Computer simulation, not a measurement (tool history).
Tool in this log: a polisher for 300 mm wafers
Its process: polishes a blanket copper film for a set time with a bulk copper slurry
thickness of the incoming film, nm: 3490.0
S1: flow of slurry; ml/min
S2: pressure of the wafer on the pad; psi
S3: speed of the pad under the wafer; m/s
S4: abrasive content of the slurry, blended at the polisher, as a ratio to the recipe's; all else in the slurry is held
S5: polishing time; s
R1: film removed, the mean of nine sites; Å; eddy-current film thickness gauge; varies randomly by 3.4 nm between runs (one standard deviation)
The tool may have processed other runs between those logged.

run	day	S1	S2	S3	S4	S5	R1
1	0	140	1.7	1.02	1	64	3102
2	0.038	140	1.7	1.02	1	64	3081.3
3	0.192	140	1.6	1.02	1	64	2944
4	0.354	140	1.6	1.02	1.2	64	3001.3
5	0.712	140	1.6	1.26	1.2	64	3673.8
6	1.088	140	1.5	1.26	1.2	64	3515.6

Run 7 is up next; what results do you expect?
7	1.183	135	1	1.22	1.2	64	?

{"run 7": {"R1": 2283}}
